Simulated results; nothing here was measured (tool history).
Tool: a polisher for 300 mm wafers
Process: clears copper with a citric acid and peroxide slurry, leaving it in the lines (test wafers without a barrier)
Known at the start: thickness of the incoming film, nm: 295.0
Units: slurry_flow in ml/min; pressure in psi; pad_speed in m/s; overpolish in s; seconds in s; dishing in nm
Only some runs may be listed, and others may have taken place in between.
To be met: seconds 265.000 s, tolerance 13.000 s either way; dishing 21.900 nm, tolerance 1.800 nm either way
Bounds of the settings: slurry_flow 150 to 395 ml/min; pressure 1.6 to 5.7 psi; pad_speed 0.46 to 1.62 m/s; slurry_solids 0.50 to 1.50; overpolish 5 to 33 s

run,day,slurry_flow,pressure,pad_speed,slurry_solids,overpolish,seconds,dishing
1,0.000,250,3.6,1.04,1.00,17,96.841,35.924
2,0.225,245,3.0,0.90,1.00,20,131.230,32.502
3,0.312,245,2.6,0.80,1.00,21,162.550,28.563
4,0.517,245,2.3,0.74,1.00,22,191.650,24.960
5,0.775,245,2.3,0.74,1.00,27,195.260,30.122
6,1.008,245,2.3,0.74,1.00,30,192.120,33.050
7,1.054,245,2.1,0.70,1.00,29,219.790,29.928
8,1.271,240,1.6,0.66,1.00,24,284.710,20.182
9,1.308,245,1.6,0.66,1.00,24,275.560,19.572
10,1.488,245,1.6,0.66,1.00,24,279.450,19.513
11,1.775,245,1.6,0.66,1.00,25,281.770,18.823

Exercise: of the 5 proposed moves below, exactly one satisfies all targets within the stated allowed misses. Which move is it?
A,2.062,275,1.7,0.66,1.00,26,?,?
B,2.062,165,1.6,0.74,1.05,31,?,?
C,2.062,230,1.8,0.66,0.80,21,?,?
D,2.062,195,1.6,0.64,1.10,28,?,?
E,2.062,190,1.6,0.64,1.05,27,?,?

move,seconds,dishing
A,266.850,21.507
B,258.620,25.982
C,278.480,16.930
D,287.270,21.487
E,291.900,20.465
A: all results in spec
B: the result that was furthest off in the last run now lies on the other side of its target
C: misses by more than the last run did
D: brings the last run's worst result on target, with another outside its allowed miss
E: brings the last run's worst result on target, with another outside its allowed miss
Answer: A
